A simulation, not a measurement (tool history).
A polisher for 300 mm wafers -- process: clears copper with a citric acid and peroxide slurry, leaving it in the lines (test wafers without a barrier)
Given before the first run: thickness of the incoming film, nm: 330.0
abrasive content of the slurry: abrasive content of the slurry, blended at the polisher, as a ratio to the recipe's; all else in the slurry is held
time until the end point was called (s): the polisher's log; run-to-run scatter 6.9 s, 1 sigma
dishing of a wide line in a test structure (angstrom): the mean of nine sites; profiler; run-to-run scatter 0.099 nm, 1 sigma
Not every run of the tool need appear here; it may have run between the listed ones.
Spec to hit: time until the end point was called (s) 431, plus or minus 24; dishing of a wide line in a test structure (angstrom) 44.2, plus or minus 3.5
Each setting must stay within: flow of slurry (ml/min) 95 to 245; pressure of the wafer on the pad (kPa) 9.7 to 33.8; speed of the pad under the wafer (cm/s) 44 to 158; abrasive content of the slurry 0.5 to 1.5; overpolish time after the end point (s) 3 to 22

run	hour	flow of slurry (ml/min)	pressure of the wafer on the pad (kPa)	speed of the pad under the wafer (cm/s)	abrasive content of the slurry	overpolish time after the end point (s)	time until the end point was called (s)	dishing of a wide line in a test structure (angstrom)
1	0	155	21.4	100	1	11	161.47	177.98
2	4.4	155	21.4	120	1	11	136.33	205.8
3	12.5	155	21.4	120	1.1	11	126.75	206.42
4	13.7	155	20	110	1.1	10	147.91	164.94
5	18.7	155	20	110	1.1	8	150.73	135.66
6	20	155	20	110	1.1	4	151.16	72.623
7	21.9	155	18.6	102	1.1	4	166.3	64.499
8	27.2	150	17.2	94	1.05	5	201.93	65.317
9	31.1	150	17.2	94	1.05	5	203.93	66.869
10	31.9	150	16.5	90	1.05	5	220.93	61.397
11	40.1	135	10.3	62	1	9	480.8	47.944
12	42	145	11	62	1	8	462.29	47.354

Consider the 4 candidate settings below. Which is the only one whose results all fall within their allowed miss of target?
A	43.9	110	12.4	66	0.85	7	?	?
B	43.9	145	11	76	1.05	6	?	?
C	43.9	155	11.7	74	1.05	5	?	?
D	43.9	105	12.4	56	0.95	9	?	?

move	time until the end point was called (s)	dishing of a wide line in a test structure (angstrom)
A	428.05	44.011
B	375.53	42.99
C	360.69	37.45
D	490.51	49.227
A: in spec on every target
B: the result that was furthest off in the last run now lies on the other side of its target
C: the result that was furthest off in the last run now lies on the other side of its target
D: misses by more than the last run did
The move that meets every target is A.
